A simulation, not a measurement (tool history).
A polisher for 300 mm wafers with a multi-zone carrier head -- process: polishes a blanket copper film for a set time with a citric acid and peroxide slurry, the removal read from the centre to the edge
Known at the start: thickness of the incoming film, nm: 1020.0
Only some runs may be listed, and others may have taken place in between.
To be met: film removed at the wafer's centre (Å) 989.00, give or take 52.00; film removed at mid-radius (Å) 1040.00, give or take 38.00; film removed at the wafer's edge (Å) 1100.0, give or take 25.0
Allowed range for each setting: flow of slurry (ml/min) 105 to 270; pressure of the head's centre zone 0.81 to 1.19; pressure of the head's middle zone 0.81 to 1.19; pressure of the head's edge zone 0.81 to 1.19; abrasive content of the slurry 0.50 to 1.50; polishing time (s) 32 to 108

run,day,flow of slurry (ml/min),pressure of the head's centre zone,pressure of the head's middle zone,pressure of the head's edge zone,abrasive content of the slurry,polishing time (s),film removed at the wafer's centre (Å),film removed at mid-radius (Å),film removed at the wafer's edge (Å)
1,0.000,175,1.00,1.00,1.00,1.00,70,1378.80,1382.70,1393.6
2,0.054,175,1.00,1.00,1.00,1.15,70,1407.80,1433.90,1447.5
3,0.188,170,0.98,0.99,0.99,1.10,70,1334.40,1384.10,1417.1
4,0.496,185,0.98,0.99,0.99,1.10,70,1377.50,1381.80,1403.3
5,0.538,155,0.98,0.99,0.99,1.10,70,1336.00,1374.40,1386.0
6,0.792,155,0.98,0.99,1.07,1.10,70,1313.80,1349.60,1413.2
7,1.154,150,0.97,0.98,1.06,1.05,70,1291.80,1342.10,1388.9
8,1.362,150,0.96,0.97,1.06,1.00,70,1286.20,1315.70,1377.2
9,1.650,145,0.95,0.96,1.06,0.95,69,1210.50,1268.30,1353.6
10,1.754,145,0.95,0.96,1.05,0.90,68,1164.70,1241.10,1323.4
11,1.950,145,0.96,0.96,1.04,0.85,67,1156.00,1178.00,1266.2
12,2.092,140,0.96,0.96,1.03,0.80,67,1181.50,1198.70,1245.5
13,2.288,140,0.95,0.95,1.02,0.75,67,1136.00,1136.80,1233.4
14,2.383,140,0.94,0.95,1.01,0.70,67,1109.60,1145.10,1205.4
15,2.483,140,0.93,0.94,1.00,0.70,67,1090.10,1126.60,1216.3
16,2.679,140,0.93,0.94,0.99,0.70,67,1078.30,1138.50,1202.8
17,2.850,140,0.93,0.94,0.98,0.70,67,1049.60,1123.30,1197.5

Consider the 5 candidate settings below. Which is the only one whose results all fall within their allowed miss of target?
A,3.021,150,0.88,0.84,1.04,0.60,65,?,?,?
B,3.021,190,1.08,1.09,0.92,0.50,64,?,?,?
C,3.021,115,0.95,0.96,1.02,0.65,76,?,?,?
D,3.021,120,0.95,0.95,0.97,0.75,62,?,?,?
E,3.021,155,0.82,0.95,1.00,0.75,68,?,?,?

move,film removed at the wafer's centre (Å),film removed at mid-radius (Å),film removed at the wafer's edge (Å)
A,980.64,989.91,1169.2
B,1202.20,1189.20,1107.2
C,1182.30,1226.10,1326.4
D,1001.50,1029.20,1104.3
E,1003.00,1188.10,1265.3
A: better than the last run, though not everything is in spec
B: puts the biggest miss on target and leaves a different result outside tolerance
C: the biggest miss grows against the last run
D: hits every target within its allowed miss
E: the biggest miss grows against the last run
So the answer is move D, the one that meets all the targets.

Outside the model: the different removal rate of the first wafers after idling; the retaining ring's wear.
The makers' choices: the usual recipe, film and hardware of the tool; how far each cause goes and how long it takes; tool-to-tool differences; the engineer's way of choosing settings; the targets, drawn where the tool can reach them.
